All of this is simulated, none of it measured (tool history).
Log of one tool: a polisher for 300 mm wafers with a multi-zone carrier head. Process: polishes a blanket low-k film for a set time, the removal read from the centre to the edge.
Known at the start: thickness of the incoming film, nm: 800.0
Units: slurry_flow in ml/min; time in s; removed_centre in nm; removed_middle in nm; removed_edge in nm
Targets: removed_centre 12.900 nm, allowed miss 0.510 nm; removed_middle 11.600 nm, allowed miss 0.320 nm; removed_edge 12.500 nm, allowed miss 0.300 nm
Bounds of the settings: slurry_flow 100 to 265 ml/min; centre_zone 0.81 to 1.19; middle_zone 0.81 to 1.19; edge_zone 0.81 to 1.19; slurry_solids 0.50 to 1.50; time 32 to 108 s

run 1 day=0.000 | slurry_flow=170 centre_zone=1.00 middle_zone=1.00 edge_zone=1.00 slurry_solids=1.00 time=70 | removed_centre=26.560 removed_middle=27.103 removed_edge=26.622
run 2 day=0.158 | slurry_flow=165 centre_zone=1.00 middle_zone=0.97 edge_zone=0.98 slurry_solids=0.90 time=65 | removed_centre=23.733 removed_middle=23.706 removed_edge=23.261
run 3 day=0.417 | slurry_flow=165 centre_zone=1.00 middle_zone=0.97 edge_zone=0.98 slurry_solids=0.70 time=65 | removed_centre=21.333 removed_middle=21.146 removed_edge=21.269
run 4 day=0.525 | slurry_flow=165 centre_zone=1.00 middle_zone=0.97 edge_zone=0.98 slurry_solids=0.55 time=65 | removed_centre=19.335 removed_middle=19.306 removed_edge=19.226
run 5 day=0.725 | slurry_flow=160 centre_zone=1.00 middle_zone=0.95 edge_zone=0.96 slurry_solids=0.55 time=61 | removed_centre=18.316 removed_middle=18.069 removed_edge=18.065
run 6 day=0.967 | slurry_flow=155 centre_zone=1.00 middle_zone=0.93 edge_zone=0.95 slurry_solids=0.55 time=58 | removed_centre=16.810 removed_middle=16.529 removed_edge=16.687
run 7 day=1.217 | slurry_flow=155 centre_zone=1.00 middle_zone=0.93 edge_zone=0.95 slurry_solids=0.55 time=58 | removed_centre=17.062 removed_middle=16.769 removed_edge=17.084
run 8 day=1.329 | slurry_flow=150 centre_zone=1.01 middle_zone=0.91 edge_zone=0.94 slurry_solids=0.55 time=56 | removed_centre=16.968 removed_middle=15.719 removed_edge=16.505
run 9 day=1.442 | slurry_flow=145 centre_zone=1.00 middle_zone=0.90 edge_zone=0.92 slurry_solids=0.55 time=54 | removed_centre=15.760 removed_middle=14.798 removed_edge=15.537
run 10 day=1.508 | slurry_flow=140 centre_zone=1.00 middle_zone=0.89 edge_zone=0.90 slurry_solids=0.55 time=53 | removed_centre=15.410 removed_middle=14.504 removed_edge=15.227
run 11 day=1.542 | slurry_flow=140 centre_zone=1.00 middle_zone=0.88 edge_zone=0.89 slurry_solids=0.55 time=52 | removed_centre=14.866 removed_middle=13.929 removed_edge=14.750
run 12 day=1.708 | slurry_flow=140 centre_zone=1.00 middle_zone=0.87 edge_zone=0.88 slurry_solids=0.55 time=51 | removed_centre=15.267 removed_middle=13.721 removed_edge=14.533
run 13 day=1.933 | slurry_flow=110 centre_zone=0.93 middle_zone=0.82 edge_zone=0.83 slurry_solids=0.50 time=43 | removed_centre=11.085 removed_middle=10.397 removed_edge=11.181
run 14 day=2.288 | slurry_flow=120 centre_zone=0.94 middle_zone=0.82 edge_zone=0.83 slurry_solids=0.50 time=43 | removed_centre=11.372 removed_middle=10.172 removed_edge=11.288
run 15 day=2.538 | slurry_flow=130 centre_zone=0.95 middle_zone=0.83 edge_zone=0.84 slurry_solids=0.50 time=43 | removed_centre=11.786 removed_middle=10.427 removed_edge=11.235
run 16 day=2.796 | slurry_flow=125 centre_zone=0.96 middle_zone=0.84 edge_zone=0.85 slurry_solids=0.50 time=43 | removed_centre=11.567 removed_middle=10.719 removed_edge=11.358
run 17 day=3.017 | slurry_flow=130 centre_zone=0.97 middle_zone=0.84 edge_zone=0.87 slurry_solids=0.50 time=43 | removed_centre=11.694 removed_middle=10.617 removed_edge=11.633
run 18 day=3.071 | slurry_flow=180 centre_zone=1.00 middle_zone=0.89 edge_zone=0.89 slurry_solids=0.50 time=43 | removed_centre=12.472 removed_middle=11.777 removed_edge=12.075
run 19 day=3.412 | slurry_flow=180 centre_zone=1.01 middle_zone=0.87 edge_zone=0.91 slurry_solids=0.50 time=43 | removed_centre=12.567 removed_middle=11.416 removed_edge=12.130
run 20 day=3.733 | slurry_flow=180 centre_zone=1.01 middle_zone=0.87 edge_zone=0.92 slurry_solids=0.50 time=43 | removed_centre=12.853 removed_middle=11.439 removed_edge=12.197
run 21 day=4.075 | slurry_flow=175 centre_zone=1.01 middle_zone=0.87 edge_zone=0.93 slurry_solids=0.50 time=43 | removed_centre=12.506 removed_middle=11.299 removed_edge=12.134
run 22 day=4.212 | slurry_flow=170 centre_zone=1.02 middle_zone=0.88 edge_zone=0.94 slurry_solids=0.50 time=43 | removed_centre=12.566 removed_middle=11.361 removed_edge=11.968

Which of these 5 next moves meets every target?
run A day=4.350 | slurry_flow=145 centre_zone=0.91 middle_zone=0.81 edge_zone=0.99 slurry_solids=0.50 time=44 | removed_centre=? removed_middle=? removed_edge=?
run B day=4.350 | slurry_flow=190 centre_zone=0.90 middle_zone=0.82 edge_zone=1.02 slurry_solids=0.50 time=42 | removed_centre=? removed_middle=? removed_edge=?
run C day=4.350 | slurry_flow=240 centre_zone=1.04 middle_zone=0.93 edge_zone=0.94 slurry_solids=0.50 time=39 | removed_centre=? removed_middle=? removed_edge=?
run D day=4.350 | slurry_flow=135 centre_zone=1.12 middle_zone=0.90 edge_zone=0.85 slurry_solids=0.55 time=40 | removed_centre=? removed_middle=? removed_edge=?
run E day=4.350 | slurry_flow=110 centre_zone=1.05 middle_zone=0.89 edge_zone=0.96 slurry_solids=0.65 time=41 | removed_centre=? removed_middle=? removed_edge=?

move=A removed_centre=11.896 removed_middle=10.653 removed_edge=12.426
move=B removed_centre=11.642 removed_middle=10.575 removed_edge=12.260
move=C removed_centre=12.360 removed_middle=11.148 removed_edge=11.197
move=D removed_centre=13.002 removed_middle=10.869 removed_edge=10.986
move=E removed_centre=13.191 removed_middle=11.514 removed_edge=12.383
A: brings the result that was furthest off to its target, and leaves another outside
B: brings the result that was furthest off to its target, and leaves another outside
C: further off than the last run
D: further off than the last run
E: meets every target
The right move is E.
